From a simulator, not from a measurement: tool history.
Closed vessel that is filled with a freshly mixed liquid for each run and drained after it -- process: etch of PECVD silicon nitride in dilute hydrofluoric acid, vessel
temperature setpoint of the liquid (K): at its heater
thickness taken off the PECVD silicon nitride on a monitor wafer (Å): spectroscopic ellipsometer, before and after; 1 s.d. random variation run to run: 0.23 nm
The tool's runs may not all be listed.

| run | hour | temperature setpoint of the liquid (K) | parts of water to one part of 49 % hydrofluoric acid (parts by volume) | time in the liquid (s) | thickness taken off the PECVD silicon nitride on a monitor wafer (Å) |
|---|---|---|---|---|---|
| 1 | 0 | 293.15 | 85 | 980 | 159.56 |
| 2 | 6.5 | 290.15 | 85 | 980 | 128.21 |
| 3 | 13.8 | 293.15 | 85 | 980 | 160.41 |
| 4 | 22.1 | 293.15 | 60 | 980 | 223.06 |
| 5 | 30.6 | 294.15 | 60 | 980 | 239.72 |
| 6 | 36.6 | 295.15 | 60 | 980 | 257.67 |
| 7 | 45.6 | 295.65 | 60 | 980 | 262.71 |

Run 8 comes next. What will it give?
| 8 | 50.8 | 298.15 | 60 | 980 | ? |

thickness taken off the PECVD silicon nitride on a monitor wafer (Å): 316.05

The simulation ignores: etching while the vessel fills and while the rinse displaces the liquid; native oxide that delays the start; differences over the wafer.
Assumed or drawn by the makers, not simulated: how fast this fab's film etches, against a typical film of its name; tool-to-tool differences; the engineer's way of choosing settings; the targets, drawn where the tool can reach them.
